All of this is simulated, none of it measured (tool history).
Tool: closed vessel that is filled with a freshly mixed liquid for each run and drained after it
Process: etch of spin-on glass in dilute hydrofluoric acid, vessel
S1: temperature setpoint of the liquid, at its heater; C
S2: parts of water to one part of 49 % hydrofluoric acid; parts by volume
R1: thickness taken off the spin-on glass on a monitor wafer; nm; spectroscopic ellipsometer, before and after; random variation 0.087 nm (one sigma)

Run 1, hour 0: S1 24 C, S2 140 parts by volume, time in the liquid (s) 30. Result: R1 9.5296 nm.
Run 2, hour 8.9: S1 24 C, S2 180 parts by volume, time in the liquid (s) 30. Result: R1 7.1573 nm.
Run 3, hour 12.6: S1 20.5 C, S2 180 parts by volume, time in the liquid (s) 30. Result: R1 6.2961 nm.
Run 4, hour 21.7: S1 23 C, S2 175 parts by volume, time in the liquid (s) 30. Result: R1 7.0587 nm.
Run 5, hour 22.6: S1 25 C, S2 170 parts by volume, time in the liquid (s) 30. Result: R1 8.0084 nm.
At hour 28: thermometer replaced.
Run 6, hour 28: S1 25 C, S2 170 parts by volume, time in the liquid (s) 30. Result: R1 7.3524 nm.

The next listed run, before its measurement:
Run 7, hour 30: S1 25.5 C, S2 160 parts by volume, time in the liquid (s) 30. Result: R1 ?.

R1: 7.981 nm
